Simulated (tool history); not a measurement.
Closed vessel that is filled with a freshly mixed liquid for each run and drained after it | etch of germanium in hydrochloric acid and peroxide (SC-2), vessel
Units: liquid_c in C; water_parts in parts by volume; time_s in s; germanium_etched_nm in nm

| run | hour | liquid_c | water_parts | time_s | germanium_etched_nm |
|---|---|---|---|---|---|
| 1 | 0.0 | 53 | 8.0 | 30 | 101.350 |
| 2 | 1.0 | 53 | 5.5 | 30 | 101.730 |
| 3 | 9.2 | 53 | 5.5 | 30 | 101.970 |
| 4 | 14.3 | 53 | 4.0 | 30 | 104.770 |
| 5 | 15.9 | 50 | 4.0 | 30 | 94.294 |
| 6 | 17.9 | 50 | 4.0 | 30 | 94.228 |
| 7 | 19.4 | 48 | 4.0 | 30 | 88.340 |

Run 8 comes next. What will it give?
| 8 | 21.6 | 41 | 4.5 | 30 | ? |

{"run 8": {"germanium_etched_nm": 70.392}}

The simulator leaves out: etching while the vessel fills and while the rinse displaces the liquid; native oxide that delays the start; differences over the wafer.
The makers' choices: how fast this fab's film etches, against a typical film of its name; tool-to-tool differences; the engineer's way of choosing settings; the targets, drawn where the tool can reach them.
